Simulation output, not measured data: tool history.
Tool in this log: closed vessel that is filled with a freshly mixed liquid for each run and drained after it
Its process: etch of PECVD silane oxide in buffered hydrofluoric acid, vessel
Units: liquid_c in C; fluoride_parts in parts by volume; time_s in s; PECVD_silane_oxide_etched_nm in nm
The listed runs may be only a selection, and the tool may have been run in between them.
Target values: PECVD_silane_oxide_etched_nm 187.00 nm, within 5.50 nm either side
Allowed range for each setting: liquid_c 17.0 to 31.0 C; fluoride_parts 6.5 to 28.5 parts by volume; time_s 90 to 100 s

run 1 hour=0.0 | liquid_c=23.0 fluoride_parts=17.5 time_s=90 | PECVD_silane_oxide_etched_nm=112.11
run 2 hour=2.2 | liquid_c=25.0 fluoride_parts=17.0 time_s=90 | PECVD_silane_oxide_etched_nm=129.74
run 3 hour=11.0 | liquid_c=26.5 fluoride_parts=17.0 time_s=90 | PECVD_silane_oxide_etched_nm=140.33
run 4 hour=17.8 | liquid_c=27.5 fluoride_parts=17.0 time_s=90 | PECVD_silane_oxide_etched_nm=144.78
run 5 hour=18.5 | liquid_c=28.5 fluoride_parts=16.5 time_s=90 | PECVD_silane_oxide_etched_nm=161.15
run 6 hour=24.6 | liquid_c=28.5 fluoride_parts=16.5 time_s=90 | PECVD_silane_oxide_etched_nm=159.89
run 7 hour=30.2 | liquid_c=29.0 fluoride_parts=16.5 time_s=90 | PECVD_silane_oxide_etched_nm=166.43
run 8 hour=33.0 | liquid_c=29.5 fluoride_parts=16.5 time_s=90 | PECVD_silane_oxide_etched_nm=167.46
run 9 hour=40.6 | liquid_c=30.0 fluoride_parts=16.5 time_s=90 | PECVD_silane_oxide_etched_nm=173.39

Of the 4 settings listed for the next run, only one would bring every result within its allowed miss of target. Which one?
run A hour=48.2 | liquid_c=31.0 fluoride_parts=19.5 time_s=95 | PECVD_silane_oxide_etched_nm=?
run B hour=48.2 | liquid_c=31.0 fluoride_parts=17.0 time_s=95 | PECVD_silane_oxide_etched_nm=?
run C hour=48.2 | liquid_c=26.5 fluoride_parts=11.5 time_s=90 | PECVD_silane_oxide_etched_nm=?
run D hour=48.2 | liquid_c=27.5 fluoride_parts=12.5 time_s=90 | PECVD_silane_oxide_etched_nm=?

move=A PECVD_silane_oxide_etched_nm=164.12
move=B PECVD_silane_oxide_etched_nm=187.79
move=C PECVD_silane_oxide_etched_nm=205.52
move=D PECVD_silane_oxide_etched_nm=199.86
A: its largest miss is bigger than the last run's
B: each result inside its tolerance
C: pushes the last run's worst result past its target
D: pushes the last run's worst result past its target
The move that meets every target is B.
